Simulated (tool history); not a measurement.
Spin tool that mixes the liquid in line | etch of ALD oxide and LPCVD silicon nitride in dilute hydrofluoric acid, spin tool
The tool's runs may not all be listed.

run,hour,temperature setpoint of the liquid (K),parts of water to one part of 49 % hydrofluoric acid (parts by volume),time under the liquid (s),thickness taken off the ALD oxide on a monitor wafer (Å),thickness taken off the LPCVD silicon nitride on a monitor wafer (Å)
1,0.0,297.15,275,180,196.860,3.5140
2,6.6,300.15,275,180,219.930,3.3867
3,7.3,298.65,325,180,165.680,3.1086
4,9.7,296.15,325,180,152.730,2.3801
5,11.7,295.15,360,180,130.680,2.0073
6,16.4,297.65,360,180,140.670,2.5220
7,22.7,295.65,390,180,119.540,1.8099
8,28.0,295.15,415,175,104.850,1.6510
9,29.0,295.15,415,175,103.890,1.7471
10,30.1,294.15,435,175,94.597,1.5815

Run 11 comes next. What will it give?
11,36.5,293.15,450,175,?,?

Run 11 gave thickness taken off the ALD oxide on a monitor wafer (Å) 86.295, thickness taken off the LPCVD silicon nitride on a monitor wafer (Å) 1.2527.
